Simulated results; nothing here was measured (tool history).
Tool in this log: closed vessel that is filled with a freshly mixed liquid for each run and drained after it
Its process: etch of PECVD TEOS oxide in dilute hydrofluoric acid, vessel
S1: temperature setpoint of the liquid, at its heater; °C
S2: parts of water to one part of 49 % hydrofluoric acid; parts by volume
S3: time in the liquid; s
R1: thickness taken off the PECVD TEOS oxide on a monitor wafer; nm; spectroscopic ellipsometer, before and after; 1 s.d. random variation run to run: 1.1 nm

run  hour    S1   S2   S3       R1
  1   0.0  23.0  110  365   54.064
  2   4.0  25.0   85  365   77.481
  3  11.1  25.0  105  365   62.576
  4  16.4  25.0   80  365   83.606
  5  20.2  26.5   70  365  102.510
  6  20.8  27.5   65  365  116.590
  7  28.0  28.5   60  365  132.110
  8  29.5  29.0   55  365  148.300
  9  36.7  29.5   55  365  149.600
 10  39.2  30.0   55  365  155.210

Run 11 comes next. What will it give?
 11  40.2  30.5  55  365   ?

{"run 11": {"R1": 155.98}}
